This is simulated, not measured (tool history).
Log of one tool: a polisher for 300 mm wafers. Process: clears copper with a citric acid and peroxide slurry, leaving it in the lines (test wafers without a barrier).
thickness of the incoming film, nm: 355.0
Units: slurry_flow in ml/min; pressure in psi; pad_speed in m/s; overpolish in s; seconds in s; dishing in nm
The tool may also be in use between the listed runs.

{"run": 1, "hour": 0.0, "slurry_flow": 275, "pressure": 3.3, "pad_speed": 1.2, "slurry_solids": 1.0, "overpolish": 25, "seconds": 133.0, "dishing": 38.926}
{"run": 2, "hour": 2.2, "slurry_flow": 275, "pressure": 3.3, "pad_speed": 1.2, "slurry_solids": 0.85, "overpolish": 25, "seconds": 143.13, "dishing": 37.17}
{"run": 3, "hour": 8.8, "slurry_flow": 315, "pressure": 3.3, "pad_speed": 1.2, "slurry_solids": 0.85, "overpolish": 25, "seconds": 138.28, "dishing": 38.244}
{"run": 4, "hour": 11.7, "slurry_flow": 250, "pressure": 3.3, "pad_speed": 1.2, "slurry_solids": 0.85, "overpolish": 25, "seconds": 140.47, "dishing": 37.774}
{"run": 5, "hour": 15.6, "slurry_flow": 200, "pressure": 3.3, "pad_speed": 1.2, "slurry_solids": 0.85, "overpolish": 25, "seconds": 142.16, "dishing": 37.379}
{"run": 6, "hour": 21.8, "slurry_flow": 210, "pressure": 3.0, "pad_speed": 1.18, "slurry_solids": 0.95, "overpolish": 22, "seconds": 155.02, "dishing": 31.801}
{"run": 7, "hour": 28.4, "slurry_flow": 250, "pressure": 2.7, "pad_speed": 1.16, "slurry_solids": 1.05, "overpolish": 19, "seconds": 168.71, "dishing": 25.603}

Forecast run 8:
{"run": 8, "hour": 30.2, "slurry_flow": 280, "pressure": 2.5, "pad_speed": 1.16, "slurry_solids": 1.15, "overpolish": 17, "seconds": "?", "dishing": "?"}

seconds: 178.88 s
dishing: 22.223 nm

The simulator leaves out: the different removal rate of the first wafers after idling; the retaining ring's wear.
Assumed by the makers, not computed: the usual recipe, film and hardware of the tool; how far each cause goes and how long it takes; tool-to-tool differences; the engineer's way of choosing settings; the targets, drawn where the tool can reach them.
